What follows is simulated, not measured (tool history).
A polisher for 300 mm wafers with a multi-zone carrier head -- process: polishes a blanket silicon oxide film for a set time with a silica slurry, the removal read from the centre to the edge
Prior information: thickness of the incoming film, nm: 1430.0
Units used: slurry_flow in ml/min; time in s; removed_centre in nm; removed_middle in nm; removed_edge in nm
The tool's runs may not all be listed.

{"run": 1, "hour": 0.0, "slurry_flow": 275, "centre_zone": 1.0, "middle_zone": 1.0, "edge_zone": 1.0, "slurry_solids": 1.0, "time": 54, "removed_centre": 214.68, "removed_middle": 205.95, "removed_edge": 205.39}
{"run": 2, "hour": 2.1, "slurry_flow": 270, "centre_zone": 0.97, "middle_zone": 0.96, "edge_zone": 0.98, "slurry_solids": 0.85, "time": 51, "removed_centre": 173.99, "removed_middle": 172.07, "removed_edge": 178.92}
{"run": 3, "hour": 5.1, "slurry_flow": 270, "centre_zone": 1.02, "middle_zone": 0.96, "edge_zone": 0.98, "slurry_solids": 0.85, "time": 51, "removed_centre": 189.31, "removed_middle": 171.1, "removed_edge": 179.1}
{"run": 4, "hour": 11.9, "slurry_flow": 325, "centre_zone": 1.02, "middle_zone": 0.96, "edge_zone": 0.98, "slurry_solids": 0.85, "time": 51, "removed_centre": 188.05, "removed_middle": 179.28, "removed_edge": 181.17}
{"run": 5, "hour": 14.4, "slurry_flow": 325, "centre_zone": 1.02, "middle_zone": 0.96, "edge_zone": 1.02, "slurry_solids": 0.85, "time": 51, "removed_centre": 189.6, "removed_middle": 176.8, "removed_edge": 182.55}
{"run": 6, "hour": 15.2, "slurry_flow": 300, "centre_zone": 1.02, "middle_zone": 0.96, "edge_zone": 1.02, "slurry_solids": 0.85, "time": 51, "removed_centre": 191.43, "removed_middle": 178.05, "removed_edge": 180.28}
{"hour": 17.6, "done": "worn pad replaced by a new one"}
{"run": 7, "hour": 17.6, "slurry_flow": 295, "centre_zone": 1.01, "middle_zone": 0.94, "edge_zone": 1.01, "slurry_solids": 0.75, "time": 49, "removed_centre": 194.4, "removed_middle": 175.78, "removed_edge": 185.16}
{"run": 8, "hour": 26.6, "slurry_flow": 290, "centre_zone": 1.0, "middle_zone": 0.92, "edge_zone": 0.97, "slurry_solids": 0.85, "time": 46, "removed_centre": 195.97, "removed_middle": 176.17, "removed_edge": 186.18}

Run 9 has not been measured yet. What should we expect?
{"run": 9, "hour": 28.5, "slurry_flow": 255, "centre_zone": 0.99, "middle_zone": 0.95, "edge_zone": 1.0, "slurry_solids": 0.75, "time": 44, "removed_centre": "?", "removed_middle": "?", "removed_edge": "?"}

{"run 9": {"removed_centre": 170.25, "removed_middle": 158.9, "removed_edge": 165.16}}

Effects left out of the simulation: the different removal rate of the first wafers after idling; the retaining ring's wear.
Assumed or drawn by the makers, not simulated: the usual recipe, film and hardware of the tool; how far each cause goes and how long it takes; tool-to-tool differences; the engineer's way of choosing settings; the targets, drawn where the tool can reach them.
